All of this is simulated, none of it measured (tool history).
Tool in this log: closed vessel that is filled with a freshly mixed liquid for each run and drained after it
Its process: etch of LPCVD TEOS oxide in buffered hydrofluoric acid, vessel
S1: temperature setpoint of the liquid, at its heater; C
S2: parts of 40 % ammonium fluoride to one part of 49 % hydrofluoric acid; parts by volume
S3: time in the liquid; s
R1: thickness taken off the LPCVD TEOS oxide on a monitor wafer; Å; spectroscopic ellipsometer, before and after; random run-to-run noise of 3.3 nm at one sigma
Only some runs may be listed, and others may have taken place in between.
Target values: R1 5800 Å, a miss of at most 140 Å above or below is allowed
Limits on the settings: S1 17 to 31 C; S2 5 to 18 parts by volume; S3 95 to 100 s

run  hour    S1    S2   S3      R1
  1     0    23    11   95  3260.6
  2   1.4    23    11  100  3477.8
  3   6.8  24.5    11  100  3723.4
  4  15.2  26.5  10.5  100  4376.6
  5  23.4    28  10.5  100  4715.2
  6  29.9    29  10.5  100  4956.8
  7  34.4  29.5  10.5  100  5121.7
  8  38.6    30  10.5  100    5214
  9    43  30.5  10.5  100  5386.8

Which one of the following 5 next-run settings gets every result inside its allowed miss? There is exactly one.
  A  47.4  30.5   9.5   95   ?
  B  47.4    31    10  100   ?
  C  47.4    31    12  100   ?
  D  47.4    30    11   95   ?
  E  47.4  30.5  10.5   95   ?

move      R1
   A    5522
   B  5777.1
   C  4838.1
   D  4747.9
   E  5099.5
A: closes in on the targets versus the last run, not all within tolerance yet
B: hits every target within its allowed miss
C: further off than the last run
D: further off than the last run
E: further off than the last run
Go with B: it meets all targets.

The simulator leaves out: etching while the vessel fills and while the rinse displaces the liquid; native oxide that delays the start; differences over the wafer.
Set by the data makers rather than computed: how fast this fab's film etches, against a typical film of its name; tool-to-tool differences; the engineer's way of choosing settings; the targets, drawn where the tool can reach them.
